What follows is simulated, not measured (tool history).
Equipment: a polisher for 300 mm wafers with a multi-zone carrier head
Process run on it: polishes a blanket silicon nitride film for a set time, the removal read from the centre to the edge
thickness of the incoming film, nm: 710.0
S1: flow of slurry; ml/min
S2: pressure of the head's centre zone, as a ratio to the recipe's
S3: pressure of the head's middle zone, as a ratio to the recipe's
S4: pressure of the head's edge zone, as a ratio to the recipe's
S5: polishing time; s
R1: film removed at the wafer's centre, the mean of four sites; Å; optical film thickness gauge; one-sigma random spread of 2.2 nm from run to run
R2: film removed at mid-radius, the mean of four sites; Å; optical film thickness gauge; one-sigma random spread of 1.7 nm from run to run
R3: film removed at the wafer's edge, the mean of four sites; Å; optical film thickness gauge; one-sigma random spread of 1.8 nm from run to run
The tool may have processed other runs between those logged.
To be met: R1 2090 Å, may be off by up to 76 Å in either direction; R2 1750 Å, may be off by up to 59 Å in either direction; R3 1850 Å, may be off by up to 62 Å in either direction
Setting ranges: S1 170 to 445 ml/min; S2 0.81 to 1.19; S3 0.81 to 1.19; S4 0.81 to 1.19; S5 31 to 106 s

| run | day | S1 | S2 | S3 | S4 | S5 | R1 | R2 | R3 |
|---|---|---|---|---|---|---|---|---|---|
| 1 | 0 | 285 | 1 | 1 | 1 | 68 | 1640.5 | 1704.3 | 1686.5 |
| 2 | 0.05 | 285 | 1 | 1 | 1.06 | 68 | 1665 | 1681.2 | 1759 |
| 3 | 0.204 | 285 | 1 | 0.95 | 1.06 | 68 | 1669 | 1612.9 | 1741.9 |
| 4 | 0.35 | 315 | 1 | 0.95 | 1.06 | 68 | 1665.8 | 1646.1 | 1749.8 |
| 5 | 0.462 | 320 | 1.04 | 0.96 | 1.07 | 68 | 1767.4 | 1660 | 1768.9 |
| 6 | 0.812 | 375 | 1.04 | 0.96 | 1.07 | 68 | 1772 | 1717.1 | 1797.8 |
| 7 | 1.133 | 375 | 1.07 | 0.96 | 1.07 | 68 | 1826.9 | 1679.1 | 1811.7 |
| 8 | 1.246 | 380 | 1.09 | 0.97 | 1.06 | 68 | 1825.2 | 1717.3 | 1801 |
| 9 | 1.292 | 375 | 1.11 | 0.96 | 1.04 | 69 | 1921.1 | 1708.2 | 1825.6 |

Which of these 4 next moves meets every target?
| A | 1.338 | 340 | 1.05 | 0.96 | 1.12 | 72 | ? | ? | ? |
| B | 1.338 | 305 | 1.14 | 0.89 | 1.01 | 71 | ? | ? | ? |
| C | 1.338 | 370 | 1.19 | 1 | 0.97 | 68 | ? | ? | ? |
| D | 1.338 | 440 | 1.15 | 0.95 | 1.03 | 71 | ? | ? | ? |

| move | R1 | R2 | R3 |
|---|---|---|---|
| A | 1892.7 | 1756.7 | 1937.2 |
| B | 2002.9 | 1608.7 | 1803.8 |
| C | 2044.7 | 1729 | 1716.4 |
| D | 2091.9 | 1752.1 | 1863.5 |
A: misses by more than the last run did
B: misses by more than the last run did
C: the worst result of the last run now meets its target, but another is out of spec
D: all results land within tolerance of their targets
D meets every target.

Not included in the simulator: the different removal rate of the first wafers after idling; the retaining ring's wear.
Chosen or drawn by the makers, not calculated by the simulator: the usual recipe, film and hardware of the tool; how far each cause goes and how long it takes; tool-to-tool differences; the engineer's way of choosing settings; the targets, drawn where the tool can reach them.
